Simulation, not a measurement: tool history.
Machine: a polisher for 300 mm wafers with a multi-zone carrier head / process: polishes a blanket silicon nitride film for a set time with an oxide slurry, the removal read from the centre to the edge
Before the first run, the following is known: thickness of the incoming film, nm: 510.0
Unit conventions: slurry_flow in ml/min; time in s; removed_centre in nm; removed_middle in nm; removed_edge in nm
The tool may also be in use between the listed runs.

run  hour  slurry_flow  centre_zone  middle_zone  edge_zone  slurry_solids  time  removed_centre  removed_middle  removed_edge
  1     0          300            1            1          1              1    41          25.724          25.872        26.108
  2   1.7          305         1.04         1.01       1.03           1.15    42          29.325          28.645        29.401
  3   3.8          305         1.04         1.01        1.1           1.15    42          29.499            28.5        31.024
  4   7.1          305         1.04         1.01        1.1           1.25    42           30.78          29.731        31.465
  5    10          310         1.08         1.04       1.12            1.3    42          32.497          31.542        32.017
  6    16          310         1.08         1.04       1.12            1.3    38          29.226          28.479        29.458

What will run 7 give?
  7  18.6          315          1.1         1.04       1.14           1.35    40               ?               ?             ?

{"run 7": {"removed_centre": 31.601, "removed_middle": 30.663, "removed_edge": 31.895}}
